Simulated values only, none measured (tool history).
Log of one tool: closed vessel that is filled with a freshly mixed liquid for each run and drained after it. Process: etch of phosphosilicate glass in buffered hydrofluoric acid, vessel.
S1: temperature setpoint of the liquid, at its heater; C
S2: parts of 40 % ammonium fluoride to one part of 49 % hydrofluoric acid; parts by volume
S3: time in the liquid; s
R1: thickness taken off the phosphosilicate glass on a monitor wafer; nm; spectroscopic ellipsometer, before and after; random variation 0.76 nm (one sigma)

run 1 hour=0 | S1=23 S2=19 S3=90 | R1=320.9
run 2 hour=7.2 | S1=23 S2=19 S3=95 | R1=338.56
run 3 hour=10 | S1=23 S2=19 S3=95 | R1=337.5
run 4 hour=12.8 | S1=21.5 S2=19 S3=95 | R1=311.11
run 5 hour=13.7 | S1=21.5 S2=15.5 S3=95 | R1=380.29
run 6 hour=18.5 | S1=20.5 S2=16.5 S3=95 | R1=337.56
run 7 hour=26.8 | S1=19.5 S2=17.5 S3=95 | R1=301.52

The next listed run, before its measurement:
run 8 hour=27.9 | S1=19 S2=18 S3=95 | R1=?

Run 8 gave R1 286.57 nm.

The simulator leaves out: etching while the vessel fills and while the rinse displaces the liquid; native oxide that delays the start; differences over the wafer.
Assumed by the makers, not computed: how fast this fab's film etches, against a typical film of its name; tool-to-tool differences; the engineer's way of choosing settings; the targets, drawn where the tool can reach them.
